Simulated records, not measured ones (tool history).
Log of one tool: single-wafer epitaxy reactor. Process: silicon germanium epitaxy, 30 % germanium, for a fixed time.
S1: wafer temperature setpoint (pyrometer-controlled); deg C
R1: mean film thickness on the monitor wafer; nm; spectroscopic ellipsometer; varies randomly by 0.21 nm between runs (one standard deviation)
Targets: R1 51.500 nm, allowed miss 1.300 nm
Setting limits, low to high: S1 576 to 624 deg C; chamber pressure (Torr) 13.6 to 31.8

{"run": 1, "hour": 0.0, "S1": 600, "chamber pressure (Torr)": 22.7, "R1": 59.648}
{"run": 2, "hour": 5.8, "S1": 600, "chamber pressure (Torr)": 24.5, "R1": 62.098}
{"run": 3, "hour": 11.5, "S1": 598, "chamber pressure (Torr)": 24.4, "R1": 59.531}
{"run": 4, "hour": 18.3, "S1": 603, "chamber pressure (Torr)": 24.4, "R1": 64.882}
{"run": 5, "hour": 19.5, "S1": 603, "chamber pressure (Torr)": 21.3, "R1": 61.396}
{"run": 6, "hour": 21.6, "S1": 603, "chamber pressure (Torr)": 17.7, "R1": 56.102}
{"run": 7, "hour": 25.8, "S1": 602, "chamber pressure (Torr)": 17.7, "R1": 55.305}
{"run": 8, "hour": 32.5, "S1": 601, "chamber pressure (Torr)": 17.7, "R1": 54.058}
{"run": 9, "hour": 36.5, "S1": 600, "chamber pressure (Torr)": 17.7, "R1": 53.85}

Of the 4 settings listed for the next run, only one would bring every result within its allowed miss of target. Which one?
{"run": "A", "hour": 40.5, "S1": 607, "chamber pressure (Torr)": 14.5, "R1": "?"}
{"run": "B", "hour": 40.5, "S1": 602, "chamber pressure (Torr)": 19.0, "R1": "?"}
{"run": "C", "hour": 40.5, "S1": 595, "chamber pressure (Torr)": 19.5, "R1": "?"}
{"run": "D", "hour": 40.5, "S1": 607, "chamber pressure (Torr)": 15.1, "R1": "?"}

move=A R1=53.962
move=B R1=56.518
move=C R1=51.087
move=D R1=55.012
A: just as far off the targets as the last run
B: moves away from the targets compared with the last run
C: all results land within tolerance of their targets
D: moves away from the targets compared with the last run
The move that meets every target is C.
